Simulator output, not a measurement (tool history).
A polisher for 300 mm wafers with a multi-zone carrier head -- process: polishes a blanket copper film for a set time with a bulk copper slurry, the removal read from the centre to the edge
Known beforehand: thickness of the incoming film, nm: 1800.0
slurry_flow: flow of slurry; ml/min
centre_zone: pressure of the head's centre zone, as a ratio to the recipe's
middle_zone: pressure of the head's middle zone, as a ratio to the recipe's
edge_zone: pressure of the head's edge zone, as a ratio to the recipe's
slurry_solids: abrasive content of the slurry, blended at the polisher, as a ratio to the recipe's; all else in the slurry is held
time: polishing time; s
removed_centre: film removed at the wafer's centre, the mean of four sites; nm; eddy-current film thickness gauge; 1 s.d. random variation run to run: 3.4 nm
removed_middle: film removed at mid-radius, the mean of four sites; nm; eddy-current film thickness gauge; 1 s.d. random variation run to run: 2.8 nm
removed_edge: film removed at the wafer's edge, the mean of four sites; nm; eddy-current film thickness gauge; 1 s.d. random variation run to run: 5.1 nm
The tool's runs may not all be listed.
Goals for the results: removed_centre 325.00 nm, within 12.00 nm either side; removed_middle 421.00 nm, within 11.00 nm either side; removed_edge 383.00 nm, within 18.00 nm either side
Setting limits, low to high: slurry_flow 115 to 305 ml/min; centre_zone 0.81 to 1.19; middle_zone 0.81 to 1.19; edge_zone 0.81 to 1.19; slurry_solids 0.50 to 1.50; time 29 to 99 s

{"run": 1, "hour": 0.0, "slurry_flow": 195, "centre_zone": 1.0, "middle_zone": 1.0, "edge_zone": 1.0, "slurry_solids": 1.0, "time": 64, "removed_centre": 311.4, "removed_middle": 308.12, "removed_edge": 308.55}
{"run": 2, "hour": 4.1, "slurry_flow": 205, "centre_zone": 0.98, "middle_zone": 1.04, "edge_zone": 1.03, "slurry_solids": 1.1, "time": 64, "removed_centre": 300.01, "removed_middle": 327.53, "removed_edge": 324.74}
{"run": 3, "hour": 10.4, "slurry_flow": 205, "centre_zone": 0.98, "middle_zone": 1.04, "edge_zone": 0.95, "slurry_solids": 1.1, "time": 64, "removed_centre": 308.7, "removed_middle": 324.04, "removed_edge": 309.23}
{"run": 4, "hour": 11.5, "slurry_flow": 205, "centre_zone": 1.06, "middle_zone": 1.04, "edge_zone": 0.95, "slurry_solids": 1.1, "time": 64, "removed_centre": 331.4, "removed_middle": 324.61, "removed_edge": 304.96}
{"run": 5, "hour": 14.1, "slurry_flow": 205, "centre_zone": 1.06, "middle_zone": 1.04, "edge_zone": 0.95, "slurry_solids": 1.1, "time": 70, "removed_centre": 362.39, "removed_middle": 357.63, "removed_edge": 336.16}
{"run": 6, "hour": 17.2, "slurry_flow": 205, "centre_zone": 1.13, "middle_zone": 1.04, "edge_zone": 0.95, "slurry_solids": 1.1, "time": 70, "removed_centre": 379.65, "removed_middle": 357.28, "removed_edge": 333.51}
{"run": 7, "hour": 22.1, "slurry_flow": 215, "centre_zone": 1.09, "middle_zone": 1.07, "edge_zone": 0.98, "slurry_solids": 1.1, "time": 70, "removed_centre": 377.12, "removed_middle": 368.01, "removed_edge": 336.1}
{"run": 8, "hour": 30.8, "slurry_flow": 210, "centre_zone": 1.05, "middle_zone": 1.09, "edge_zone": 1.0, "slurry_solids": 1.15, "time": 70, "removed_centre": 363.2, "removed_middle": 374.85, "removed_edge": 347.01}
{"run": 9, "hour": 38.3, "slurry_flow": 215, "centre_zone": 1.02, "middle_zone": 1.11, "edge_zone": 1.02, "slurry_solids": 1.2, "time": 70, "removed_centre": 353.89, "removed_middle": 381.96, "removed_edge": 346.8}

Pick the move, out of 5, that brings all results within their allowed miss; only one does.
{"run": "A", "hour": 45.8, "slurry_flow": 215, "centre_zone": 0.83, "middle_zone": 1.13, "edge_zone": 0.99, "slurry_solids": 1.1, "time": 77, "removed_centre": "?", "removed_middle": "?", "removed_edge": "?"}
{"run": "B", "hour": 45.8, "slurry_flow": 220, "centre_zone": 1.01, "middle_zone": 0.91, "edge_zone": 0.99, "slurry_solids": 1.1, "time": 77, "removed_centre": "?", "removed_middle": "?", "removed_edge": "?"}
{"run": "C", "hour": 45.8, "slurry_flow": 180, "centre_zone": 1.01, "middle_zone": 1.19, "edge_zone": 1.07, "slurry_solids": 1.1, "time": 63, "removed_centre": "?", "removed_middle": "?", "removed_edge": "?"}
{"run": "D", "hour": 45.8, "slurry_flow": 185, "centre_zone": 1.0, "middle_zone": 1.1, "edge_zone": 1.03, "slurry_solids": 1.2, "time": 66, "removed_centre": "?", "removed_middle": "?", "removed_edge": "?"}
{"run": "E", "hour": 45.8, "slurry_flow": 170, "centre_zone": 0.91, "middle_zone": 1.1, "edge_zone": 1.0, "slurry_solids": 1.1, "time": 84, "removed_centre": "?", "removed_middle": "?", "removed_edge": "?"}

move=A removed_centre=320.41 removed_middle=419.49 removed_edge=384.02
move=B removed_centre=381.19 removed_middle=349.76 removed_edge=385.78
move=C removed_centre=305.68 removed_middle=352.29 removed_edge=321.91
move=D removed_centre=322.75 removed_middle=350.84 removed_edge=336.77
move=E removed_centre=368.98 removed_middle=436.65 removed_edge=413.92
A: meets every target
B: its largest miss is bigger than the last run's
C: its largest miss is bigger than the last run's
D: its largest miss is bigger than the last run's
E: carries the result that was furthest off beyond its target, to the other side
Move A is the one to make.

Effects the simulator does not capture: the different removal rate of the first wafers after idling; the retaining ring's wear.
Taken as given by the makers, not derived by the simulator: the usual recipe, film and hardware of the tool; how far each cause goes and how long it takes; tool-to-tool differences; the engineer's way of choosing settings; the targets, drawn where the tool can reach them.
